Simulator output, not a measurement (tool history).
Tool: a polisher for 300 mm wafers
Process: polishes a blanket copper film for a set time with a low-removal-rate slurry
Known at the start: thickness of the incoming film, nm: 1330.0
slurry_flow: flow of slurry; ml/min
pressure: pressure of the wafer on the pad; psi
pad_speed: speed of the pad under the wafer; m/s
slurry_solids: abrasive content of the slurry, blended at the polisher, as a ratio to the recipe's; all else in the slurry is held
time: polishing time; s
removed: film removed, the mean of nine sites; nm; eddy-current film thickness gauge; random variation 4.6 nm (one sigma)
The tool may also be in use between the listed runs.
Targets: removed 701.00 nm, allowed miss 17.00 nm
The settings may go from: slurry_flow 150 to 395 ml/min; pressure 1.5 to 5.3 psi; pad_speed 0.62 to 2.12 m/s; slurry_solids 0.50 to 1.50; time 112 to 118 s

| run | day | slurry_flow | pressure | pad_speed | slurry_solids | time | removed |
|---|---|---|---|---|---|---|---|
| 1 | 0.000 | 250 | 3.4 | 1.36 | 1.00 | 112 | 433.13 |
| 2 | 0.129 | 250 | 3.4 | 1.36 | 0.85 | 112 | 410.79 |
| 3 | 0.338 | 250 | 3.4 | 1.36 | 0.75 | 112 | 394.51 |
| 4 | 0.554 | 255 | 3.8 | 1.36 | 0.75 | 112 | 441.93 |
| 5 | 0.667 | 260 | 4.1 | 1.38 | 0.75 | 112 | 479.47 |
| 6 | 1.008 | 220 | 4.1 | 1.38 | 0.75 | 112 | 477.32 |
| 7 | 1.279 | 220 | 4.3 | 1.40 | 0.75 | 112 | 506.51 |
| 8 | 1.575 | 225 | 4.5 | 1.42 | 0.75 | 112 | 535.84 |
| 9 | 1.762 | 225 | 4.7 | 1.44 | 0.75 | 112 | 568.87 |
| 10 | 2.088 | 260 | 5.3 | 1.50 | 0.75 | 112 | 672.97 |
| 11 | 2.221 | 260 | 5.3 | 1.52 | 0.75 | 112 | 679.26 |

Which of these 4 next moves meets every target?
| A | 2.354 | 320 | 5.3 | 1.38 | 0.75 | 118 | ? |
| B | 2.354 | 290 | 5.3 | 1.34 | 0.90 | 117 | ? |
| C | 2.354 | 240 | 5.3 | 1.30 | 1.00 | 114 | ? |
| D | 2.354 | 195 | 5.0 | 1.64 | 0.85 | 112 | ? |

| move | removed |
|---|---|
| A | 668.79 |
| B | 678.46 |
| C | 654.58 |
| D | 714.31 |
A: further off than the last run
B: as far off as the last run
C: further off than the last run
D: meets every target
Answer: D

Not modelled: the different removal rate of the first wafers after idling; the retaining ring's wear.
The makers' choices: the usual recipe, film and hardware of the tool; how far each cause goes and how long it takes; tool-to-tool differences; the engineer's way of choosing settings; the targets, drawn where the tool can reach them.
